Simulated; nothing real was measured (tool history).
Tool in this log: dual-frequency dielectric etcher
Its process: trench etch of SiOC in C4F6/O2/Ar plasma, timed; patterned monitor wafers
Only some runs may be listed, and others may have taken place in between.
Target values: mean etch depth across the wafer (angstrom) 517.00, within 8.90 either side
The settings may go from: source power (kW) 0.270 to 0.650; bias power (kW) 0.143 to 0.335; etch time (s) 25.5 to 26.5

run	hour	source power (kW)	bias power (kW)	etch time (s)	mean etch depth across the wafer (angstrom)
1	0.0	0.460	0.239	25.5	582.76
2	1.1	0.510	0.239	25.5	604.91
3	7.6	0.510	0.239	26.5	627.01
4	11.0	0.510	0.281	26.5	667.74
5	19.2	0.550	0.281	26.5	688.15
6	22.2	0.490	0.265	26.5	646.12
7	29.2	0.450	0.250	26.5	611.34
8	36.4	0.410	0.243	26.5	582.67
9	38.5	0.380	0.241	26.5	559.82
# hour 41.9: source power generator calibrated
10	41.9	0.360	0.240	26.5	540.75
11	43.9	0.350	0.239	26.5	535.90
12	46.2	0.350	0.239	26.5	532.38
13	49.5	0.340	0.239	26.5	529.21

Of the 4 settings listed for the next run, only one would bring every result within its allowed miss of target. Which one?
A	52.8	0.360	0.219	26.0	?
B	52.8	0.360	0.261	26.0	?
C	52.8	0.360	0.238	26.5	?
D	52.8	0.390	0.230	26.0	?

move	mean etch depth across the wafer (angstrom)
A	511.44
B	539.16
C	534.32
D	536.00
A: in spec on every target
B: its largest miss is bigger than the last run's
C: its largest miss is bigger than the last run's
D: its largest miss is bigger than the last run's
So the answer is move A, the one that meets all the targets.
